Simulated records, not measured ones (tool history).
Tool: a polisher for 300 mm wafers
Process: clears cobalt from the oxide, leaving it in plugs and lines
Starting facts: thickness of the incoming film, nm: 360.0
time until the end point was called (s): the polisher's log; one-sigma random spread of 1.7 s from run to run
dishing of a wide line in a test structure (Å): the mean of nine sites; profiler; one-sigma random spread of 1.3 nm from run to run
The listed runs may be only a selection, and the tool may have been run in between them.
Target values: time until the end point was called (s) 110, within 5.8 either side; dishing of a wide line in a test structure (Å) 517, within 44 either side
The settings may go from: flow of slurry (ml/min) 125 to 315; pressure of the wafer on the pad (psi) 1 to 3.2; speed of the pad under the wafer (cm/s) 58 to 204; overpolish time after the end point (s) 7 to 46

run,hour,flow of slurry (ml/min),pressure of the wafer on the pad (psi),speed of the pad under the wafer (cm/s),overpolish time after the end point (s),time until the end point was called (s),dishing of a wide line in a test structure (Å)
1,0,205,2.1,130,24,64.464,509.36
2,2.2,205,1.9,128,26,73.811,512.08
3,4,205,1.8,128,27,75.094,518.83
4,7.6,235,1.8,128,27,75.691,530.95
5,11.4,235,1.7,128,27,80.195,510.48
6,12.8,235,1.6,128,28,83.362,497.52
7,20.7,235,1.5,126,30,90.398,470.93
8,25.4,245,1.5,122,32,92.883,538.2

4 next moves are on the table. One of them brings every result within its allowed miss. Which?
A,30.1,235,1.2,146,23,?,?
B,30.1,255,1.7,132,33,?,?
C,30.1,245,1.2,126,43,?,?
D,30.1,250,1.5,120,34,?,?

move,time until the end point was called (s),dishing of a wide line in a test structure (Å)
A,97.191,431.88
B,76.351,522.97
C,111.78,512.01
D,94.582,501.88
A: an improvement on the last run, though not all results are within tolerance
B: moves away from the targets compared with the last run
C: meets every target
D: an improvement on the last run, though not all results are within tolerance
So the answer is move C, the one that meets all the targets.
